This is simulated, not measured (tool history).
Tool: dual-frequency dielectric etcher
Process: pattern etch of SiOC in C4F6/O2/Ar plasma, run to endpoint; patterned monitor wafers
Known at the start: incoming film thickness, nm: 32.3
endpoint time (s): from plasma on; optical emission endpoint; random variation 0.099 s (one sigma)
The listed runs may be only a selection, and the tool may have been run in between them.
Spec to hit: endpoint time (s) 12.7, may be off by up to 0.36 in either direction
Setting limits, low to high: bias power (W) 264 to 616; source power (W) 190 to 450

| run | hour | bias power (W) | source power (W) | endpoint time (s) |
|---|---|---|---|---|
| 1 | 0 | 440 | 320 | 11.297 |
| 2 | 8.2 | 413 | 320 | 11.533 |
| 3 | 11.9 | 413 | 280 | 11.927 |
| 4 | 14.5 | 400 | 280 | 12.081 |
| 5 | 18.5 | 434 | 280 | 11.631 |
| 6 | 26.4 | 434 | 310 | 11.444 |
| 7 | 27.5 | 412 | 300 | 11.831 |
| 8 | 33 | 399 | 300 | 11.97 |
| 9 | 39.6 | 388 | 300 | 11.944 |
| 10 | 44.2 | 375 | 300 | 12.228 |
| 11 | 52.8 | 368 | 300 | 12.089 |
| 12 | 61.1 | 357 | 300 | 12.305 |
| 13 | 66.7 | 350 | 300 | 12.256 |
| 14 | 74.5 | 350 | 300 | 12.368 |

Below are 5 possible settings for the next run. Only one of them brings all results inside the allowed miss of their targets. Which is it?
| A | 82.3 | 424 | 280 | ? |
| B | 82.3 | 373 | 300 | ? |
| C | 82.3 | 353 | 280 | ? |
| D | 82.3 | 344 | 320 | ? |
| E | 82.3 | 380 | 300 | ? |

| move | endpoint time (s) |
|---|---|
| A | 11.801 |
| B | 11.98 |
| C | 12.49 |
| D | 11.991 |
| E | 11.912 |
A: further off than the last run
B: further off than the last run
C: in spec on every target
D: further off than the last run
E: further off than the last run
C is the move that brings every result within its allowed miss.

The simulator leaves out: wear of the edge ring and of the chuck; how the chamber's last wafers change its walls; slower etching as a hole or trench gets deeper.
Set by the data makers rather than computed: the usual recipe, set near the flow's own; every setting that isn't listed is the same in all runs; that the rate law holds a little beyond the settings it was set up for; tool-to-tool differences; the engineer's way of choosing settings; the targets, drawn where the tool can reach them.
